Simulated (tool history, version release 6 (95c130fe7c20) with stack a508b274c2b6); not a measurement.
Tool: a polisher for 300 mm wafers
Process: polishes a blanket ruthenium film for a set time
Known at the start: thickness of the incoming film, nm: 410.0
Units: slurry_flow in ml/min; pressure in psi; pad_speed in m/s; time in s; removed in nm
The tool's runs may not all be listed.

{"run": 1, "day": 0.0, "slurry_flow": 190, "pressure": 2.3, "pad_speed": 1.1, "time": 41, "removed": 62.728}
{"run": 2, "day": 0.175, "slurry_flow": 190, "pressure": 2.1, "pad_speed": 1.1, "time": 41, "removed": 57.089}
{"run": 3, "day": 0.238, "slurry_flow": 190, "pressure": 1.9, "pad_speed": 1.08, "time": 41, "removed": 50.895}
{"run": 4, "day": 0.329, "slurry_flow": 190, "pressure": 1.9, "pad_speed": 1.08, "time": 36, "removed": 45.784}
{"run": 5, "day": 0.417, "slurry_flow": 230, "pressure": 1.9, "pad_speed": 1.08, "time": 36, "removed": 46.206}
{"run": 6, "day": 0.529, "slurry_flow": 230, "pressure": 1.8, "pad_speed": 1.08, "time": 36, "removed": 43.419}

Forecast run 7:
{"day": 0.738, "done": "head pressure recalibrated"}
{"run": 7, "day": 0.738, "slurry_flow": 230, "pressure": 1.7, "pad_speed": 1.08, "time": 36, "removed": "?"}

Run 7 gave removed 37.937 nm.

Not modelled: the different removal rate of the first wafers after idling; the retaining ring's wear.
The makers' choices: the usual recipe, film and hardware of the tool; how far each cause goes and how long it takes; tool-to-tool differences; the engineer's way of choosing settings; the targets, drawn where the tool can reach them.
